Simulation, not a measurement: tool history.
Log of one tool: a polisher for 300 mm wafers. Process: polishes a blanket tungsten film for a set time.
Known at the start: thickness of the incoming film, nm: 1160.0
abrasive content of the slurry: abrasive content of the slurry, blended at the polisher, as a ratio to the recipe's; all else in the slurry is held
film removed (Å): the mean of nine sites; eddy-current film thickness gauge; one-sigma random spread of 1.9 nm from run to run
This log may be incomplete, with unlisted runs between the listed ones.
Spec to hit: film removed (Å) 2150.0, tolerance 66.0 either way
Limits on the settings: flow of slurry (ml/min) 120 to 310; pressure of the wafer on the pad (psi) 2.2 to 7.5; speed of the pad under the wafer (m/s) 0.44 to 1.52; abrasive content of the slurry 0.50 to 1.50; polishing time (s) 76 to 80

| run | hour | flow of slurry (ml/min) | pressure of the wafer on the pad (psi) | speed of the pad under the wafer (m/s) | abrasive content of the slurry | polishing time (s) | film removed (Å) |
|---|---|---|---|---|---|---|---|
| 1 | 0.0 | 200 | 4.8 | 0.98 | 1.00 | 76 | 4393.6 |
| 2 | 8.5 | 200 | 4.8 | 0.80 | 1.00 | 76 | 3827.6 |
| 3 | 15.0 | 200 | 4.3 | 0.80 | 1.00 | 76 | 3442.0 |
| 4 | 20.6 | 200 | 3.9 | 0.80 | 1.00 | 76 | 3131.7 |
| 5 | 29.5 | 200 | 4.4 | 0.80 | 1.00 | 76 | 3548.5 |
| 6 | 30.2 | 200 | 4.4 | 0.80 | 1.10 | 76 | 3570.7 |
| 7 | 35.2 | 200 | 4.0 | 0.80 | 1.10 | 76 | 3351.1 |
| 8 | 37.5 | 185 | 2.6 | 0.68 | 1.10 | 76 | 2037.5 |
| 9 | 40.4 | 190 | 2.6 | 0.68 | 1.10 | 76 | 2068.0 |
| 10 | 43.1 | 195 | 2.6 | 0.68 | 1.10 | 76 | 2078.6 |
| 11 | 45.3 | 195 | 2.6 | 0.68 | 1.10 | 76 | 2049.3 |

Pick the move, out of 4, that brings all results within their allowed miss; only one does.
| A | 47.5 | 155 | 2.5 | 0.82 | 1.05 | 76 | ? |
| B | 47.5 | 270 | 2.2 | 0.74 | 1.30 | 78 | ? |
| C | 47.5 | 145 | 3.3 | 0.44 | 1.20 | 77 | ? |
| D | 47.5 | 225 | 2.6 | 0.66 | 1.05 | 76 | ? |

| move | film removed (Å) |
|---|---|
| A | 2138.6 |
| B | 2056.4 |
| C | 1960.2 |
| D | 2020.5 |
A: meets every target
B: closes in on the targets versus the last run, not all within tolerance yet
C: moves away from the targets compared with the last run
D: moves away from the targets compared with the last run
Go with A: it meets all targets.

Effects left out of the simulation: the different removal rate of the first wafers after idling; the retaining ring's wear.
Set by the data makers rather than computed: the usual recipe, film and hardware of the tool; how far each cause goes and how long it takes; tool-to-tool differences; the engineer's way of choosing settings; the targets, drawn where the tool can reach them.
